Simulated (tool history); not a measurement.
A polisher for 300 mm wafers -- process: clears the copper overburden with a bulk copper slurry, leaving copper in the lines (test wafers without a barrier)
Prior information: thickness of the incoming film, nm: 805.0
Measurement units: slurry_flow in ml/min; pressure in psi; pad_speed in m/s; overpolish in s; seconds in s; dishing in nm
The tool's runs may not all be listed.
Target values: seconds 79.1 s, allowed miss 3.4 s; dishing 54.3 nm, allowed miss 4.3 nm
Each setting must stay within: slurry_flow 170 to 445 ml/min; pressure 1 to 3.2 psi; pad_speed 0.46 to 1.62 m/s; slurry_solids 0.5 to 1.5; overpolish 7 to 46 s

{"run": 1, "hour": 0.0, "slurry_flow": 285, "pressure": 2.1, "pad_speed": 1.04, "slurry_solids": 1, "overpolish": 24, "seconds": 135.79, "dishing": 86.337}
{"run": 2, "hour": 8.9, "slurry_flow": 245, "pressure": 2.1, "pad_speed": 1.04, "slurry_solids": 1, "overpolish": 24, "seconds": 142.7, "dishing": 83.656}
{"run": 3, "hour": 13.8, "slurry_flow": 245, "pressure": 2.1, "pad_speed": 1.04, "slurry_solids": 1.1, "overpolish": 24, "seconds": 138.39, "dishing": 83.365}
{"run": 4, "hour": 17.5, "slurry_flow": 245, "pressure": 2.1, "pad_speed": 1.04, "slurry_solids": 1, "overpolish": 24, "seconds": 139.88, "dishing": 87.532}
{"run": 5, "hour": 21.9, "slurry_flow": 245, "pressure": 2.6, "pad_speed": 1.04, "slurry_solids": 1, "overpolish": 24, "seconds": 112.99, "dishing": 99.11}
{"run": 6, "hour": 27.7, "slurry_flow": 245, "pressure": 2.6, "pad_speed": 1.04, "slurry_solids": 1.15, "overpolish": 24, "seconds": 111.52, "dishing": 100.7}
{"run": 7, "hour": 35.4, "slurry_flow": 245, "pressure": 2.6, "pad_speed": 1.04, "slurry_solids": 1.15, "overpolish": 24, "seconds": 111.02, "dishing": 100.78}
{"run": 8, "hour": 41.6, "slurry_flow": 255, "pressure": 2, "pad_speed": 1.32, "slurry_solids": 1.25, "overpolish": 13, "seconds": 113.26, "dishing": 63.336}
{"run": 9, "hour": 50.0, "slurry_flow": 275, "pressure": 2, "pad_speed": 1.36, "slurry_solids": 1.3, "overpolish": 12, "seconds": 105.97, "dishing": 62.311}
{"run": 10, "hour": 57.8, "slurry_flow": 290, "pressure": 2, "pad_speed": 1.4, "slurry_solids": 1.35, "overpolish": 11, "seconds": 100.77, "dishing": 63.452}
{"run": 11, "hour": 66.8, "slurry_flow": 275, "pressure": 2, "pad_speed": 1.42, "slurry_solids": 1.35, "overpolish": 10, "seconds": 101.89, "dishing": 58.048}
{"run": 12, "hour": 71.1, "slurry_flow": 260, "pressure": 2, "pad_speed": 1.44, "slurry_solids": 1.35, "overpolish": 10, "seconds": 101.06, "dishing": 58.777}
{"run": 13, "hour": 74.9, "slurry_flow": 250, "pressure": 2, "pad_speed": 1.46, "slurry_solids": 1.35, "overpolish": 10, "seconds": 98.677, "dishing": 58.204}
{"run": 14, "hour": 83.1, "slurry_flow": 250, "pressure": 2, "pad_speed": 1.46, "slurry_solids": 1.35, "overpolish": 10, "seconds": 101.32, "dishing": 58.752}
{"run": 15, "hour": 90.2, "slurry_flow": 255, "pressure": 2, "pad_speed": 1.48, "slurry_solids": 1.35, "overpolish": 10, "seconds": 100.03, "dishing": 59.767}
{"run": 16, "hour": 91.1, "slurry_flow": 260, "pressure": 2, "pad_speed": 1.5, "slurry_solids": 1.35, "overpolish": 10, "seconds": 99.364, "dishing": 57.455}
{"run": 17, "hour": 98.9, "slurry_flow": 250, "pressure": 2, "pad_speed": 1.52, "slurry_solids": 1.35, "overpolish": 10, "seconds": 99.011, "dishing": 59.071}
{"run": 18, "hour": 106.4, "slurry_flow": 250, "pressure": 2, "pad_speed": 1.52, "slurry_solids": 1.35, "overpolish": 10, "seconds": 95.044, "dishing": 60.622}
{"run": 19, "hour": 114.0, "slurry_flow": 245, "pressure": 2, "pad_speed": 1.54, "slurry_solids": 1.35, "overpolish": 10, "seconds": 94.802, "dishing": 61.038}
{"run": 20, "hour": 119.5, "slurry_flow": 255, "pressure": 2, "pad_speed": 1.56, "slurry_solids": 1.35, "overpolish": 10, "seconds": 94.195, "dishing": 61.707}
{"run": 21, "hour": 123.0, "slurry_flow": 245, "pressure": 2, "pad_speed": 1.56, "slurry_solids": 1.35, "overpolish": 10, "seconds": 94.397, "dishing": 60.479}
{"run": 22, "hour": 126.3, "slurry_flow": 235, "pressure": 2, "pad_speed": 1.56, "slurry_solids": 1.35, "overpolish": 10, "seconds": 95.2, "dishing": 61.174}
{"run": 23, "hour": 132.6, "slurry_flow": 260, "pressure": 2, "pad_speed": 1.56, "slurry_solids": 1.35, "overpolish": 10, "seconds": 94.555, "dishing": 62.976}
{"run": 24, "hour": 137.4, "slurry_flow": 250, "pressure": 2.1, "pad_speed": 1.56, "slurry_solids": 1.35, "overpolish": 10, "seconds": 88.365, "dishing": 64.165}
{"run": 25, "hour": 138.1, "slurry_flow": 240, "pressure": 2.1, "pad_speed": 1.56, "slurry_solids": 1.35, "overpolish": 10, "seconds": 90.629, "dishing": 64.461}
{"run": 26, "hour": 140.8, "slurry_flow": 265, "pressure": 2.1, "pad_speed": 1.56, "slurry_solids": 1.35, "overpolish": 10, "seconds": 87.428, "dishing": 62.827}
{"run": 27, "hour": 144.6, "slurry_flow": 345, "pressure": 2, "pad_speed": 1.58, "slurry_solids": 1.35, "overpolish": 7, "seconds": 91.274, "dishing": 49.017}

Which single option among these 4 for the next run brings every result within its allowed miss of target? Just one does.
{"run": "A", "hour": 148.4, "slurry_flow": 375, "pressure": 2, "pad_speed": 1.44, "slurry_solids": 1.05, "overpolish": 10, "seconds": "?", "dishing": "?"}
{"run": "B", "hour": 148.4, "slurry_flow": 335, "pressure": 2.5, "pad_speed": 1.46, "slurry_solids": 1.4, "overpolish": 7, "seconds": "?", "dishing": "?"}
{"run": "C", "hour": 148.4, "slurry_flow": 370, "pressure": 1.9, "pad_speed": 1.46, "slurry_solids": 1.2, "overpolish": 11, "seconds": "?", "dishing": "?"}
{"run": "D", "hour": 148.4, "slurry_flow": 385, "pressure": 1.5, "pad_speed": 1.62, "slurry_solids": 1.15, "overpolish": 11, "seconds": "?", "dishing": "?"}

move=A seconds=102.35 dishing=58.454
move=B seconds=78.09 dishing=55.758
move=C seconds=103.88 dishing=61.728
move=D seconds=118.3 dishing=54.679
A: moves away from the targets compared with the last run
B: every result within its allowed miss
C: moves away from the targets compared with the last run
D: moves away from the targets compared with the last run
Answer: B
